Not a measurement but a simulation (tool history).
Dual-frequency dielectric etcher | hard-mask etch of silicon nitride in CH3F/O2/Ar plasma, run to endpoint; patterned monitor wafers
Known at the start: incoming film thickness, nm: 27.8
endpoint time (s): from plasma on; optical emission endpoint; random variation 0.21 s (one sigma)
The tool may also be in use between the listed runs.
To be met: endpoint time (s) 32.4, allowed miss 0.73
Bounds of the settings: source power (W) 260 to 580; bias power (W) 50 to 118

run,hour,source power (W),bias power (W),endpoint time (s)
1,0,420,84,39.044
2,6,420,70,42.1
3,8.8,350,70,45.777
4,13.6,390,70,44.117
5,14.7,440,75,40.079
6,17.7,440,85,37.751
7,24.1,440,85,38.051
# hour 26.4: wet clean of the chamber
8,26.4,470,86,34.818
9,32.6,480,86,34.706
10,40.6,560,91,31.707
11,48.9,550,91,31.946

5 next moves are on the table. One of them brings every result within its allowed miss. Which?
A,57.2,520,103,?
B,57.2,480,102,?
C,57.2,550,101,?
D,57.2,550,99,?
E,57.2,560,93,?

move,endpoint time (s)
A,30.931
B,32.234
C,30.381
D,30.624
E,31.135
A: further off than the last run
B: meets every target
C: further off than the last run
D: further off than the last run
E: further off than the last run
Answer: B
